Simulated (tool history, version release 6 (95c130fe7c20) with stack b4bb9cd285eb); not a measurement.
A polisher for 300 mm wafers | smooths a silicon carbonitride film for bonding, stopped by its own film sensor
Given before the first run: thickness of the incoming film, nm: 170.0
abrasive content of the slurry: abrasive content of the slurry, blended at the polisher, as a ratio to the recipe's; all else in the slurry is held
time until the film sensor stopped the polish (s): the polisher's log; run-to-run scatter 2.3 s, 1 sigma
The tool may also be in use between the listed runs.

run	hour	flow of slurry (ml/min)	pressure of the wafer on the pad (kPa)	speed of the pad under the wafer (cm/s)	abrasive content of the slurry	target thickness at which the film sensor stops the polish (angstrom)	time until the film sensor stopped the polish (s)
1	0.0	220	15.9	72	1.00	1580	59.285
2	6.4	220	15.9	72	1.15	1580	58.227
3	10.6	220	14.5	66	1.15	1580	65.105
4	19.2	210	13.1	60	1.10	1580	76.575
5	28.2	205	11.7	56	1.05	1580	91.235
6	33.4	205	11.7	56	1.20	1580	86.677

Predict the results of run 7:
7	40.2	205	11.0	52	1.20	1580	?

time until the film sensor stopped the polish (s): 98.127

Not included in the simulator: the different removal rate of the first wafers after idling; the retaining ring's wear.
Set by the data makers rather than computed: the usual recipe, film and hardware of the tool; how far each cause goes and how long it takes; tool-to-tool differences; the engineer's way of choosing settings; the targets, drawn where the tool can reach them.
